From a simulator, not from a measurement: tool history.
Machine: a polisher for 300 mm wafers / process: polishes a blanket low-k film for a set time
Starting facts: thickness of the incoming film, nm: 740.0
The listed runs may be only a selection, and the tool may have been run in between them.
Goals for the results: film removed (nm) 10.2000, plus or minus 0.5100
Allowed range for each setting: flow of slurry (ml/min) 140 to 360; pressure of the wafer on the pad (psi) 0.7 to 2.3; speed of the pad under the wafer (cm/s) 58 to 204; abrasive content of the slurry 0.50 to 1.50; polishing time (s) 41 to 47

run	hour	flow of slurry (ml/min)	pressure of the wafer on the pad (psi)	speed of the pad under the wafer (cm/s)	abrasive content of the slurry	polishing time (s)	film removed (nm)
1	0.0	230	1.5	130	1.00	47	17.4100
2	7.7	230	1.3	128	1.00	47	15.6900
3	8.2	175	1.3	128	1.00	47	14.8480
4	10.3	145	1.3	128	1.00	47	14.8560
5	17.2	145	1.3	150	1.00	47	16.7490
6	22.0	145	1.6	150	1.00	47	19.2880
7	23.2	145	1.2	114	0.95	46	11.8910
8	26.9	145	1.1	114	0.95	46	11.7810
9	30.6	145	1.1	114	0.95	46	11.0460

Pick the move, out of 5, that brings all results within their allowed miss; only one does.
A	34.3	145	1.0	124	0.85	43	?
B	34.3	140	1.4	124	0.95	41	?
C	34.3	180	0.9	108	1.05	41	?
D	34.3	190	0.9	132	1.05	47	?
E	34.3	160	1.2	114	0.85	47	?

move	film removed (nm)
A	9.9316
B	12.6250
C	9.1641
D	12.2980
E	11.8370
A: each result inside its tolerance
B: lands further from the targets than the last run did
C: pushes the last run's worst result past its target
D: lands further from the targets than the last run did
E: lands further from the targets than the last run did
A meets every target.
